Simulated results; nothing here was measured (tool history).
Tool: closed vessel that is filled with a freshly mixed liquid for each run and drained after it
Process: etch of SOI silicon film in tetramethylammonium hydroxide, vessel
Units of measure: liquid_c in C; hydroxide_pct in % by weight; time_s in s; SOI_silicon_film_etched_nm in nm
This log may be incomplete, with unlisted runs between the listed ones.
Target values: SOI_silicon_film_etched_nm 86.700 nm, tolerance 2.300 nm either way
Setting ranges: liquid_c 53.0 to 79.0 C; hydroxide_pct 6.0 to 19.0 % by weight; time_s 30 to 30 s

run	hour	liquid_c	hydroxide_pct	time_s	SOI_silicon_film_etched_nm
1	0.0	66.0	12.5	30	154.820
2	8.3	68.5	12.5	30	178.360
3	16.5	68.5	15.5	30	161.820
4	17.6	65.5	15.5	30	134.190
5	24.2	63.5	15.5	30	118.660
6	29.6	63.5	15.5	30	121.080
7	33.7	62.0	15.5	30	109.260
8	35.1	61.0	15.5	30	103.340
9	42.4	60.0	15.5	30	95.273
10	44.7	59.5	15.5	30	92.862

Exercise: of the 4 proposed moves below, exactly one satisfies all targets within the stated allowed misses. Which move is it?
A	47.0	58.5	15.5	30	?
B	47.0	57.5	15.5	30	?
C	47.0	57.5	16.0	30	?
D	47.0	57.0	14.5	30	?

move	SOI_silicon_film_etched_nm
A	87.026
B	81.672
C	80.803
D	81.457
A: each result inside its tolerance
B: takes the biggest miss from the last run beyond its target
C: takes the biggest miss from the last run beyond its target
D: takes the biggest miss from the last run beyond its target
The right move is A.
